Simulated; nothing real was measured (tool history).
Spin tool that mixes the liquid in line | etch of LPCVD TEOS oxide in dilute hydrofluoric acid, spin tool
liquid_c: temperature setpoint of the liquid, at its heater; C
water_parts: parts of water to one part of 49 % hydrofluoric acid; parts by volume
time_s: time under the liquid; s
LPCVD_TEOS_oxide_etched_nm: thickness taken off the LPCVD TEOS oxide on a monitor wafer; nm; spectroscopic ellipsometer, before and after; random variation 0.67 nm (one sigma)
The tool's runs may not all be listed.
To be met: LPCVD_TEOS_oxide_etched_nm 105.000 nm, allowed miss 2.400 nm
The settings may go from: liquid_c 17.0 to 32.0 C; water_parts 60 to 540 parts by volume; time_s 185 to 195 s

run 1 hour=0.0 | liquid_c=24.0 water_parts=300 time_s=185 | LPCVD_TEOS_oxide_etched_nm=28.465
run 2 hour=5.1 | liquid_c=24.0 water_parts=300 time_s=195 | LPCVD_TEOS_oxide_etched_nm=30.391
run 3 hour=10.9 | liquid_c=24.0 water_parts=300 time_s=185 | LPCVD_TEOS_oxide_etched_nm=28.797
run 4 hour=18.0 | liquid_c=22.5 water_parts=300 time_s=185 | LPCVD_TEOS_oxide_etched_nm=26.901
run 5 hour=23.0 | liquid_c=22.5 water_parts=370 time_s=185 | LPCVD_TEOS_oxide_etched_nm=20.647
run 6 hour=27.0 | liquid_c=24.5 water_parts=310 time_s=185 | LPCVD_TEOS_oxide_etched_nm=27.944
run 7 hour=35.8 | liquid_c=24.5 water_parts=310 time_s=185 | LPCVD_TEOS_oxide_etched_nm=28.016
run 8 hour=39.3 | liquid_c=26.0 water_parts=260 time_s=185 | LPCVD_TEOS_oxide_etched_nm=37.134
run 9 hour=44.8 | liquid_c=27.0 water_parts=225 time_s=185 | LPCVD_TEOS_oxide_etched_nm=45.694
run 10 hour=48.3 | liquid_c=28.0 water_parts=200 time_s=185 | LPCVD_TEOS_oxide_etched_nm=55.411
run 11 hour=56.1 | liquid_c=28.5 water_parts=180 time_s=185 | LPCVD_TEOS_oxide_etched_nm=64.256
run 12 hour=58.7 | liquid_c=32.0 water_parts=95 time_s=185 | LPCVD_TEOS_oxide_etched_nm=153.710
run 13 hour=64.9 | liquid_c=31.0 water_parts=95 time_s=185 | LPCVD_TEOS_oxide_etched_nm=148.770
run 14 hour=70.2 | liquid_c=27.0 water_parts=105 time_s=185 | LPCVD_TEOS_oxide_etched_nm=112.820
run 15 hour=76.0 | liquid_c=26.5 water_parts=105 time_s=185 | LPCVD_TEOS_oxide_etched_nm=111.180
run 16 hour=78.8 | liquid_c=26.0 water_parts=105 time_s=185 | LPCVD_TEOS_oxide_etched_nm=108.900

4 next moves are on the table. One of them brings every result within its allowed miss. Which?
run A hour=81.6 | liquid_c=24.0 water_parts=100 time_s=195 | LPCVD_TEOS_oxide_etched_nm=?
run B hour=81.6 | liquid_c=25.0 water_parts=110 time_s=195 | LPCVD_TEOS_oxide_etched_nm=?
run C hour=81.6 | liquid_c=26.0 water_parts=105 time_s=190 | LPCVD_TEOS_oxide_etched_nm=?
run D hour=81.6 | liquid_c=25.5 water_parts=105 time_s=190 | LPCVD_TEOS_oxide_etched_nm=?

move=A LPCVD_TEOS_oxide_etched_nm=112.810
move=B LPCVD_TEOS_oxide_etched_nm=105.360
move=C LPCVD_TEOS_oxide_etched_nm=112.510
move=D LPCVD_TEOS_oxide_etched_nm=110.350
A: further off than the last run
B: meets every target
C: further off than the last run
D: further off than the last run
Move B is the one to make.
